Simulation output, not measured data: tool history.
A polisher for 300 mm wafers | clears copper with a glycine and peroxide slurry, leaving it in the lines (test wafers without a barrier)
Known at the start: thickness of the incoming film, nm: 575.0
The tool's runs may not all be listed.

| run | hour | flow of slurry (ml/min) | pressure of the wafer on the pad (psi) | speed of the pad under the wafer (m/s) | overpolish time after the end point (s) | time until the end point was called (s) | dishing of a wide line in a test structure (nm) |
|---|---|---|---|---|---|---|---|
| 1 | 0 | 300 | 1.7 | 1.02 | 30 | 182.77 | 47.945 |
| 2 | 5.2 | 300 | 1.7 | 1.02 | 40 | 180.19 | 56.823 |
| 3 | 11.2 | 300 | 1.7 | 1.22 | 40 | 169.45 | 60.703 |
| 4 | 12.5 | 360 | 1.7 | 1.22 | 40 | 162.62 | 61.79 |
| 5 | 14.4 | 355 | 1.6 | 1.18 | 41 | 177.93 | 59.294 |
| 6 | 17.3 | 355 | 1.6 | 1.4 | 41 | 161.42 | 60.983 |
| 7 | 23.3 | 350 | 1.5 | 1.36 | 42 | 170.52 | 62.516 |
| 8 | 25.7 | 345 | 1.4 | 1.3 | 42 | 178.46 | 62.443 |
| 9 | 33.5 | 340 | 1.3 | 1.22 | 41 | 189.22 | 57.324 |
| 10 | 40.4 | 335 | 1.2 | 1.14 | 41 | 208.21 | 56.272 |
| 11 | 46 | 335 | 1.1 | 1.1 | 41 | 213.24 | 51.302 |
| 12 | 54.8 | 330 | 1.1 | 1.04 | 42 | 214.07 | 52.327 |

Run 13 comes next. What will it give?
| 13 | 59.7 | 325 | 1.1 | 0.96 | 43 | ? | ? |

time until the end point was called (s): 226.48
dishing of a wide line in a test structure (nm): 52.547
